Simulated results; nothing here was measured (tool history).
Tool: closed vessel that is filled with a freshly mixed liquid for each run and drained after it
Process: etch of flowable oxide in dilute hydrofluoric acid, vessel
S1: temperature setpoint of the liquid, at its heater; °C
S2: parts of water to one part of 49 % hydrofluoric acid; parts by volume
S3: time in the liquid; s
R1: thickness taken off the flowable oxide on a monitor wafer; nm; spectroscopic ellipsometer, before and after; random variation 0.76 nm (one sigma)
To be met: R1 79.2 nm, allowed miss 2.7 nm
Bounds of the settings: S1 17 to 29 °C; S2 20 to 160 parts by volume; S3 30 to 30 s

Run 1, day 0: S1 21 °C, S2 90 parts by volume, S3 30 s. Result: R1 23.432 nm.
Run 2, day 0.1: S1 22.5 °C, S2 90 parts by volume, S3 30 s. Result: R1 24.557 nm.
Run 3, day 0.454: S1 20.5 °C, S2 90 parts by volume, S3 30 s. Result: R1 22.893 nm.
Run 4, day 0.504: S1 23.5 °C, S2 90 parts by volume, S3 30 s. Result: R1 25.697 nm.
Run 5, day 0.658: S1 21 °C, S2 90 parts by volume, S3 30 s. Result: R1 22.718 nm.
Run 6, day 0.958: S1 20 °C, S2 90 parts by volume, S3 30 s. Result: R1 22.11 nm.
Run 7, day 1.146: S1 24 °C, S2 55 parts by volume, S3 30 s. Result: R1 44.082 nm.
Run 8, day 1.362: S1 25 °C, S2 50 parts by volume, S3 30 s. Result: R1 51.632 nm.
Run 9, day 1.625: S1 25.5 °C, S2 45 parts by volume, S3 30 s. Result: R1 59.855 nm.
Run 10, day 1.75: S1 26 °C, S2 45 parts by volume, S3 30 s. Result: R1 58.873 nm.
At day 1.883: thermometer replaced.
Run 11, day 1.883: S1 29 °C, S2 25 parts by volume, S3 30 s. Result: R1 113.74 nm.
Run 12, day 2.054: S1 29 °C, S2 25 parts by volume, S3 30 s. Result: R1 114.15 nm.
Run 13, day 2.404: S1 28.5 °C, S2 25 parts by volume, S3 30 s. Result: R1 112.21 nm.
Run 14, day 2.792: S1 28 °C, S2 25 parts by volume, S3 30 s. Result: R1 110.5 nm.
Run 15, day 3.054: S1 27.5 °C, S2 25 parts by volume, S3 30 s. Result: R1 108.31 nm.
Run 16, day 3.138: S1 26.5 °C, S2 25 parts by volume, S3 30 s. Result: R1 104.18 nm.
Run 17, day 3.412: S1 25.5 °C, S2 25 parts by volume, S3 30 s. Result: R1 100.32 nm.
Run 18, day 3.579: S1 21.5 °C, S2 30 parts by volume, S3 30 s. Result: R1 70.348 nm.
Run 19, day 3.688: S1 23.5 °C, S2 30 parts by volume, S3 30 s. Result: R1 75.942 nm.

Which of these 4 next moves meets every target?
Run A, day 3.796: S1 26 °C, S2 35 parts by volume, S3 30 s. Result: R1 ?.
Run B, day 3.796: S1 18.5 °C, S2 25 parts by volume, S3 30 s. Result: R1 ?.
Run C, day 3.796: S1 27 °C, S2 35 parts by volume, S3 30 s. Result: R1 ?.
Run D, day 3.796: S1 24.5 °C, S2 30 parts by volume, S3 30 s. Result: R1 ?.

move      R1
   A   70.91
   B  73.171
   C  73.869
   D  78.294
A: further off than the last run
B: further off than the last run
C: further off than the last run
D: meets every target
Move D is the one to make.
